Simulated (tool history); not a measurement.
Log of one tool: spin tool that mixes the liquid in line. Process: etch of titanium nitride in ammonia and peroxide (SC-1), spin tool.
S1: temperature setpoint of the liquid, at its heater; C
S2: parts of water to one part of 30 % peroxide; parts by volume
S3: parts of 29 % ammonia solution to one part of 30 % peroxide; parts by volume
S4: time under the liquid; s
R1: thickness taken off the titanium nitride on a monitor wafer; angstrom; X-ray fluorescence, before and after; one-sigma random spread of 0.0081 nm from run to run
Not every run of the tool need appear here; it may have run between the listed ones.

{"run": 1, "hour": 0.0, "S1": 47, "S2": 15.5, "S3": 0.4, "S4": 35, "R1": 22.951}
{"run": 2, "hour": 8.6, "S1": 47, "S2": 12, "S3": 0.4, "S4": 35, "R1": 26.31}
{"run": 3, "hour": 14.3, "S1": 46, "S2": 12, "S3": 0.4, "S4": 35, "R1": 24.331}
{"run": 4, "hour": 17.6, "S1": 52.5, "S2": 12, "S3": 0.4, "S4": 35, "R1": 38.58}
{"run": 5, "hour": 21.8, "S1": 50.5, "S2": 12, "S3": 0.4, "S4": 35, "R1": 33.753}
{"run": 6, "hour": 25.8, "S1": 50.5, "S2": 12, "S3": 0.4, "S4": 25, "R1": 24.067}
{"run": 7, "hour": 28.5, "S1": 49.5, "S2": 12, "S3": 0.4, "S4": 25, "R1": 22.369}

Run 8 has not been measured yet. What should we expect?
{"run": 8, "hour": 34.7, "S1": 49, "S2": 12, "S3": 0.4, "S4": 25, "R1": "?"}

{"run 8": {"R1": 21.46}}
